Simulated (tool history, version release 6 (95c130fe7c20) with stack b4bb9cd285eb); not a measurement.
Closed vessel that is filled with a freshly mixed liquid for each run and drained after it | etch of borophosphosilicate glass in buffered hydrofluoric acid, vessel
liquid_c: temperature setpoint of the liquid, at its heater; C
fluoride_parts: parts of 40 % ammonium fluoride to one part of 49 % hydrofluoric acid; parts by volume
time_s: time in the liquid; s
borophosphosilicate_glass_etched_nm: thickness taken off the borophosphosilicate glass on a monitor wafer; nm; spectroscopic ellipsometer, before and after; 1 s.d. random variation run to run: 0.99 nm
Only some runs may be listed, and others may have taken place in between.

| run | hour | liquid_c | fluoride_parts | time_s | borophosphosilicate_glass_etched_nm |
|---|---|---|---|---|---|
| 1 | 0.0 | 25.0 | 8.5 | 35 | 83.011 |
| 2 | 2.4 | 25.0 | 8.5 | 30 | 70.584 |
| 3 | 9.9 | 25.0 | 8.5 | 35 | 83.559 |
| 4 | 12.6 | 27.0 | 8.5 | 35 | 92.398 |
| 5 | 21.1 | 28.0 | 8.5 | 35 | 97.388 |
| 6 | 23.1 | 29.0 | 8.5 | 35 | 102.390 |
| 7 | 26.1 | 30.0 | 8.5 | 35 | 107.010 |

What does the tool deliver on the next run?
| 8 | 29.7 | 30.5 | 8.5 | 35 | ? |

borophosphosilicate_glass_etched_nm: 111.050 nm
